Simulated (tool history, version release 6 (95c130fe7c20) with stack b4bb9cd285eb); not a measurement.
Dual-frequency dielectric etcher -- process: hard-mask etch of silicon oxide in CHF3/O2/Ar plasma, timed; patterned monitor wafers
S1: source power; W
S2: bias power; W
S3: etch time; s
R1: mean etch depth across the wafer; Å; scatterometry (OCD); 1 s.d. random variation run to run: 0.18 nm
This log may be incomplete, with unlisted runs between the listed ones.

{"run": 1, "hour": 0.0, "S1": 650, "S2": 189, "S3": 22, "R1": 397.72}
{"run": 2, "hour": 6.2, "S1": 600, "S2": 186, "S3": 22, "R1": 382.16}
{"run": 3, "hour": 7.5, "S1": 650, "S2": 186, "S3": 22, "R1": 387.62}
{"run": 4, "hour": 13.8, "S1": 650, "S2": 207, "S3": 22, "R1": 404.38}
{"run": 5, "hour": 18.1, "S1": 590, "S2": 200, "S3": 22, "R1": 384.48}
{"run": 6, "hour": 26.0, "S1": 550, "S2": 198, "S3": 22, "R1": 376.37}
{"run": 7, "hour": 28.2, "S1": 520, "S2": 196, "S3": 22, "R1": 368.26}
{"run": 8, "hour": 30.6, "S1": 520, "S2": 196, "S3": 22, "R1": 375.43}

What will run 9 give?
{"run": 9, "hour": 34.7, "S1": 490, "S2": 189, "S3": 22, "R1": "?"}

Run 9 produced R1 360.18 Å.
